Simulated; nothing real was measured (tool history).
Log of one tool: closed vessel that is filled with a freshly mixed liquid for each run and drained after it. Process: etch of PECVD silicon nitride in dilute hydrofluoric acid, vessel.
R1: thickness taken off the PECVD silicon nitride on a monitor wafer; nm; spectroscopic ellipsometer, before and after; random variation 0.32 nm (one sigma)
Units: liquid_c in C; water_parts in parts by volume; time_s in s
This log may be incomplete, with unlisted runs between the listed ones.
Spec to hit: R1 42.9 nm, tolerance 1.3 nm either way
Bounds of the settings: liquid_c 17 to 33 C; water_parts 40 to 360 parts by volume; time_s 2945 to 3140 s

Run 1, hour 0: liquid_c 25 C, water_parts 200 parts by volume, time_s 2945 s. Result: R1 61.804 nm.
Run 2, hour 7.3: liquid_c 24.5 C, water_parts 200 parts by volume, time_s 2945 s. Result: R1 59.303 nm.
Run 3, hour 9.9: liquid_c 24 C, water_parts 200 parts by volume, time_s 2945 s. Result: R1 58.17 nm.
Run 4, hour 16.1: liquid_c 23.5 C, water_parts 200 parts by volume, time_s 2945 s. Result: R1 56.628 nm.
Run 5, hour 21.9: liquid_c 26 C, water_parts 200 parts by volume, time_s 2945 s. Result: R1 66.266 nm.
Run 6, hour 30.6: liquid_c 25 C, water_parts 200 parts by volume, time_s 2945 s. Result: R1 62.09 nm.
Run 7, hour 35.1: liquid_c 24.5 C, water_parts 200 parts by volume, time_s 2945 s. Result: R1 60.482 nm.
Run 8, hour 38.1: liquid_c 24 C, water_parts 200 parts by volume, time_s 2945 s. Result: R1 58.567 nm.
Run 9, hour 39.7: liquid_c 23.5 C, water_parts 200 parts by volume, time_s 2945 s. Result: R1 56.756 nm.
Run 10, hour 42.2: liquid_c 23 C, water_parts 200 parts by volume, time_s 2945 s. Result: R1 54.662 nm.
Run 11, hour 52.1: liquid_c 22.5 C, water_parts 200 parts by volume, time_s 2945 s. Result: R1 53.071 nm.
Run 12, hour 61: liquid_c 22 C, water_parts 200 parts by volume, time_s 2945 s. Result: R1 51.485 nm.
Run 13, hour 69.3: liquid_c 21.5 C, water_parts 200 parts by volume, time_s 2945 s. Result: R1 49.185 nm.
Run 14, hour 75.7: liquid_c 21 C, water_parts 200 parts by volume, time_s 2945 s. Result: R1 48.345 nm.
Run 15, hour 79.8: liquid_c 20 C, water_parts 200 parts by volume, time_s 2945 s. Result: R1 44.861 nm.

Of the 5 settings listed for the next run, only one would bring every result within its allowed miss of target. Which one?
Run A, hour 83.9: liquid_c 21 C, water_parts 235 parts by volume, time_s 3105 s. Result: R1 ?.
Run B, hour 83.9: liquid_c 19.5 C, water_parts 200 parts by volume, time_s 3120 s. Result: R1 ?.
Run C, hour 83.9: liquid_c 19 C, water_parts 225 parts by volume, time_s 3140 s. Result: R1 ?.
Run D, hour 83.9: liquid_c 18.5 C, water_parts 185 parts by volume, time_s 3060 s. Result: R1 ?.
Run E, hour 83.9: liquid_c 17.5 C, water_parts 165 parts by volume, time_s 2945 s. Result: R1 ?.

move      R1
   A  43.581
   B  46.456
   C   40.37
   D  45.976
   E  46.191
A: all results land within tolerance of their targets
B: lands further from the targets than the last run did
C: pushes the last run's worst result past its target
D: lands further from the targets than the last run did
E: lands further from the targets than the last run did
A meets every target.

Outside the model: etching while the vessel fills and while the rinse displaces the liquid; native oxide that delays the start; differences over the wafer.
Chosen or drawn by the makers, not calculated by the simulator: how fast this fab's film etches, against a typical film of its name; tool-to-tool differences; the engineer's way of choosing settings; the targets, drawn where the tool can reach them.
